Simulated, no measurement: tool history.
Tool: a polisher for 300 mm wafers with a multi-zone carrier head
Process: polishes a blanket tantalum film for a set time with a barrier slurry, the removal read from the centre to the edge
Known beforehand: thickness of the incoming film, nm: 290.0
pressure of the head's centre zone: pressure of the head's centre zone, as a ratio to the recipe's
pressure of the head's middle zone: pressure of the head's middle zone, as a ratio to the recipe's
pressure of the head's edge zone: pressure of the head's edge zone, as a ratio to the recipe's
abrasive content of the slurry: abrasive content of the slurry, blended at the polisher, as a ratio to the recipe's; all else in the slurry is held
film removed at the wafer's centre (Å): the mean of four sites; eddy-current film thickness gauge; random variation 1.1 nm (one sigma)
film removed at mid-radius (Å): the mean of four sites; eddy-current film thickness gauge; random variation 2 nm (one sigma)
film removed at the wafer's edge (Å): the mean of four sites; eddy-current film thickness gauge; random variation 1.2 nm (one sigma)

run,hour,flow of slurry (ml/min),pressure of the head's centre zone,pressure of the head's middle zone,pressure of the head's edge zone,abrasive content of the slurry,polishing time (s),film removed at the wafer's centre (Å),film removed at mid-radius (Å),film removed at the wafer's edge (Å)
1,0.0,185,1.00,1.00,1.00,1.00,50,1220.4,1218.4,1152.2
2,5.0,185,0.94,1.00,1.00,1.00,50,1151.2,1213.5,1172.2
3,8.9,205,0.97,1.01,1.05,1.15,50,1261.5,1295.3,1251.4
4,11.9,205,0.97,1.06,1.05,1.15,50,1267.1,1335.5,1260.5
5,20.0,220,0.99,1.06,1.09,1.25,50,1322.4,1378.6,1280.4
6,21.5,220,0.99,1.04,1.11,1.35,51,1366.9,1417.3,1351.6
# hour 29.2: edge zone pressure recalibrated
7,29.2,230,1.00,1.03,1.13,1.40,52,1429.7,1454.6,1447.3

Run 8 comes next. What will it give?
8,37.5,230,1.00,1.03,1.13,1.40,52,?,?,?

Run 8 yielded film removed at the wafer's centre (Å) 1459.1, film removed at mid-radius (Å) 1423.1, film removed at the wafer's edge (Å) 1478.6.

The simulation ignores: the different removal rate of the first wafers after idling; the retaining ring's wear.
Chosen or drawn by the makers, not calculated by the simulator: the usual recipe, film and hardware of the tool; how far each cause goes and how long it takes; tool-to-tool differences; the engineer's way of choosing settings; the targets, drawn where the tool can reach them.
